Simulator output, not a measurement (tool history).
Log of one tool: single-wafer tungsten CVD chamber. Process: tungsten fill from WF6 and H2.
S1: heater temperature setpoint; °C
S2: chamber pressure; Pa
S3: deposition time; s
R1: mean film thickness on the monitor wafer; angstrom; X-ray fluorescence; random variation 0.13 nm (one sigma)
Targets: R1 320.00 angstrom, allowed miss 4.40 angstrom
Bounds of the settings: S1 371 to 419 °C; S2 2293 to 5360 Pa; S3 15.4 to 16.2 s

run,day,S1,S2,S3,R1
1,0.000,395,3826,16.2,409.66
2,0.254,391,3826,16.2,376.31
3,0.492,391,3826,16.2,380.16
4,0.529,400,3826,16.2,443.39
5,0.642,395,3826,16.2,405.36
6,0.796,391,3813,16.2,376.93
7,1.062,388,3813,16.2,362.68
# day 1.100: capacitance manometer re-zeroed and calibrated
8,1.100,386,3813,16.2,340.42
9,1.462,385,3813,16.2,333.05

Which of these 4 next moves meets every target?
A,1.825,391,3573,15.7,?
B,1.825,383,3760,16.1,?
C,1.825,393,3360,15.4,?
D,1.825,383,4093,16.2,?

move,R1
A,351.37
B,320.53
C,347.62
D,333.94
A: further off than the last run
B: meets every target
C: further off than the last run
D: further off than the last run
The right move is B.
